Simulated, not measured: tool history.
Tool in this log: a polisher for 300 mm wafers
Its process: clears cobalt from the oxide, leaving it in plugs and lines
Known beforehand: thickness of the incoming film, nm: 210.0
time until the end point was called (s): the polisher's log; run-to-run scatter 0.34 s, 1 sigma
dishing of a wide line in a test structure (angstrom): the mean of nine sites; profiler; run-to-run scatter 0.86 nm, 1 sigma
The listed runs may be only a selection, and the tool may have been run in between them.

run,hour,flow of slurry (ml/min),pressure of the wafer on the pad (psi),speed of the pad under the wafer (m/s),overpolish time after the end point (s),time until the end point was called (s),dishing of a wide line in a test structure (angstrom)
1,0,165,1.7,1.08,24,40.315,369.74
2,3.7,165,1.3,1.08,24,53.102,345.86
3,8.8,165,1.4,1.08,24,48.917,362.95
4,15.9,165,1.4,1.32,24,40.865,385.96
5,19.9,175,1.6,1.32,22,36.041,361.73
6,23.2,175,1.9,1.32,22,30.731,391.73
7,32.1,175,1.9,1.32,22,30.542,370.07

The next listed run, before its measurement:
8,34.9,175,1.9,1.32,23,?,?

time until the end point was called (s): 29.805
dishing of a wide line in a test structure (angstrom): 393.99
